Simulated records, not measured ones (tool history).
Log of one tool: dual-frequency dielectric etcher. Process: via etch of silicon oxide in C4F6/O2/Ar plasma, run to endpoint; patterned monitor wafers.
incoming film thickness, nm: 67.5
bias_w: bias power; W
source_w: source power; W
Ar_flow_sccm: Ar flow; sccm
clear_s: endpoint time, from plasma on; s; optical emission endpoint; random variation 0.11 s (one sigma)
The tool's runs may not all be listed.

Run 1, day 0: bias_w 378 W, source_w 440 W, Ar_flow_sccm 233 sccm. Result: clear_s 15.308 s.
Run 2, day 0.346: bias_w 378 W, source_w 440 W, Ar_flow_sccm 260 sccm. Result: clear_s 15.602 s.
Run 3, day 0.642: bias_w 378 W, source_w 510 W, Ar_flow_sccm 260 sccm. Result: clear_s 14.811 s.
Run 4, day 0.933: bias_w 392 W, source_w 520 W, Ar_flow_sccm 258 sccm. Result: clear_s 14.238 s.
Run 5, day 1.283: bias_w 403 W, source_w 520 W, Ar_flow_sccm 257 sccm. Result: clear_s 13.869 s.
Run 6, day 1.508: bias_w 403 W, source_w 580 W, Ar_flow_sccm 257 sccm. Result: clear_s 13.464 s.
Run 7, day 1.596: bias_w 403 W, source_w 580 W, Ar_flow_sccm 257 sccm. Result: clear_s 13.331 s.
Run 8, day 1.917: bias_w 409 W, source_w 580 W, Ar_flow_sccm 257 sccm. Result: clear_s 13.277 s.
Run 9, day 2.058: bias_w 415 W, source_w 580 W, Ar_flow_sccm 257 sccm. Result: clear_s 13.154 s.
Run 10, day 2.167: bias_w 420 W, source_w 580 W, Ar_flow_sccm 257 sccm. Result: clear_s 13.028 s.
Run 11, day 2.429: bias_w 424 W, source_w 580 W, Ar_flow_sccm 257 sccm. Result: clear_s 12.913 s.
Run 12, day 2.796: bias_w 427 W, source_w 580 W, Ar_flow_sccm 257 sccm. Result: clear_s 12.838 s.
Run 13, day 2.821: bias_w 430 W, source_w 580 W, Ar_flow_sccm 257 sccm. Result: clear_s 13.037 s.
Run 14, day 2.858: bias_w 435 W, source_w 580 W, Ar_flow_sccm 257 sccm. Result: clear_s 12.697 s.

The next listed run, before its measurement:
Run 15, day 2.962: bias_w 437 W, source_w 580 W, Ar_flow_sccm 257 sccm. Result: clear_s ?.

{"run 15": {"clear_s": 12.823}}
